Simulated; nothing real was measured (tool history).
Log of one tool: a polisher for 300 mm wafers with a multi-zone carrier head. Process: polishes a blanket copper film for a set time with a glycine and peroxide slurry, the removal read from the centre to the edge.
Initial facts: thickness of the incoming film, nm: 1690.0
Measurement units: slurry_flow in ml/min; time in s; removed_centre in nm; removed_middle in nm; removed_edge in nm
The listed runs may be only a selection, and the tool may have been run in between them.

run 1 hour=0.0 | slurry_flow=300 centre_zone=1.00 middle_zone=1.00 edge_zone=1.00 time=35 | removed_centre=125.79 removed_middle=130.08 removed_edge=130.53
run 2 hour=7.1 | slurry_flow=300 centre_zone=1.00 middle_zone=1.00 edge_zone=1.00 time=40 | removed_centre=145.23 removed_middle=149.34 removed_edge=151.31
run 3 hour=10.6 | slurry_flow=310 centre_zone=1.04 middle_zone=0.99 edge_zone=1.02 time=40 | removed_centre=151.91 removed_middle=148.05 removed_edge=150.71
run 4 hour=19.2 | slurry_flow=310 centre_zone=1.04 middle_zone=0.99 edge_zone=1.02 time=45 | removed_centre=169.76 removed_middle=163.44 removed_edge=168.03
run 5 hour=27.3 | slurry_flow=310 centre_zone=1.06 middle_zone=0.98 edge_zone=1.02 time=45 | removed_centre=173.04 removed_middle=165.19 removed_edge=165.34
run 6 hour=33.4 | slurry_flow=310 centre_zone=1.07 middle_zone=0.96 edge_zone=1.03 time=45 | removed_centre=175.90 removed_middle=163.43 removed_edge=173.03
run 7 hour=39.8 | slurry_flow=310 centre_zone=1.09 middle_zone=0.94 edge_zone=1.02 time=45 | removed_centre=176.43 removed_middle=160.46 removed_edge=166.72

Run 8 is up next; what results do you expect?
run 8 hour=48.3 | slurry_flow=310 centre_zone=1.10 middle_zone=0.92 edge_zone=1.02 time=45 | removed_centre=? removed_middle=? removed_edge=?

{"run 8": {"removed_centre": 179.88, "removed_middle": 160.93, "removed_edge": 166.94}}
